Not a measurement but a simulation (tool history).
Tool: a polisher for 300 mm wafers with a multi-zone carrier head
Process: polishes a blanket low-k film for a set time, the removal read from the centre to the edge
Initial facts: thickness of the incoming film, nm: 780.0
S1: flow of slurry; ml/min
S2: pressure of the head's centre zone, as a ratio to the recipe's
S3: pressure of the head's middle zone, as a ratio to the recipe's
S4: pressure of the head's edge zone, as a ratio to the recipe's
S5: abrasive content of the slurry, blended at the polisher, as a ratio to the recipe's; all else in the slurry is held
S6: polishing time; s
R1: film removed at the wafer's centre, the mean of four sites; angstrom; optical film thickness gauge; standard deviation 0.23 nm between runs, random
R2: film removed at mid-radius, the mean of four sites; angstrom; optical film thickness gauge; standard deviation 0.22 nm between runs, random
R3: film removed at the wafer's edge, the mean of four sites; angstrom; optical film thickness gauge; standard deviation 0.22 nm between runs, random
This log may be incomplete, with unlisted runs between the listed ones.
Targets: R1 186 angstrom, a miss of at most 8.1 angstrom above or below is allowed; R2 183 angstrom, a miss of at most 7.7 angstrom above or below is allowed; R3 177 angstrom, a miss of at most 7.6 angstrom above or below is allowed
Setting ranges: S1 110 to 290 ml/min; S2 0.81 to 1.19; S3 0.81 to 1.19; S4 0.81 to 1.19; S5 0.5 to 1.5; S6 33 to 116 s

| run | hour | S1 | S2 | S3 | S4 | S5 | S6 | R1 | R2 | R3 |
|---|---|---|---|---|---|---|---|---|---|---|
| 1 | 0 | 185 | 1 | 1 | 1 | 1 | 74 | 254.69 | 253.45 | 247.89 |
| 2 | 5.5 | 185 | 1 | 1 | 1 | 1 | 65 | 222.37 | 218.84 | 220.87 |
| 3 | 10.8 | 185 | 1.07 | 1 | 1 | 1 | 65 | 237.17 | 222.37 | 219.88 |
| 4 | 18.8 | 185 | 1.07 | 1.05 | 1 | 1 | 65 | 235.86 | 234.6 | 216.57 |
| 5 | 21.6 | 185 | 1.01 | 1.05 | 1 | 1 | 65 | 220.47 | 231.52 | 226.6 |
| 6 | 28.8 | 210 | 1.01 | 1.05 | 1 | 1 | 65 | 229.49 | 235.2 | 225.49 |
| 7 | 36 | 200 | 1 | 1.03 | 0.97 | 0.9 | 65 | 213.28 | 217.16 | 213.18 |
| 8 | 39.9 | 195 | 1.01 | 1.03 | 0.94 | 0.85 | 65 | 209.21 | 208.64 | 202.38 |

Which single option among these 5 for the next run brings every result within its allowed miss of target? Just one does.
| A | 43.8 | 175 | 1.19 | 1.19 | 0.81 | 0.85 | 54 | ? | ? | ? |
| B | 43.8 | 180 | 1.05 | 1.19 | 0.92 | 0.85 | 57 | ? | ? | ? |
| C | 43.8 | 210 | 1.09 | 0.98 | 0.9 | 0.75 | 61 | ? | ? | ? |
| D | 43.8 | 205 | 1 | 1.09 | 0.96 | 0.95 | 55 | ? | ? | ? |
| E | 43.8 | 235 | 1 | 0.97 | 0.86 | 1.1 | 51 | ? | ? | ? |

| move | R1 | R2 | R3 |
|---|---|---|---|
| A | 204.23 | 196.29 | 164.19 |
| B | 191.59 | 208.38 | 180.84 |
| C | 206.44 | 183.05 | 185.54 |
| D | 189.2 | 199.92 | 188.84 |
| E | 190.22 | 181.85 | 182.56 |
A: takes the biggest miss from the last run beyond its target
B: puts the biggest miss on target and leaves a different result outside tolerance
C: nearer than the last run, and not there yet
D: nearer than the last run, and not there yet
E: hits every target within its allowed miss
Go with E: it meets all targets.
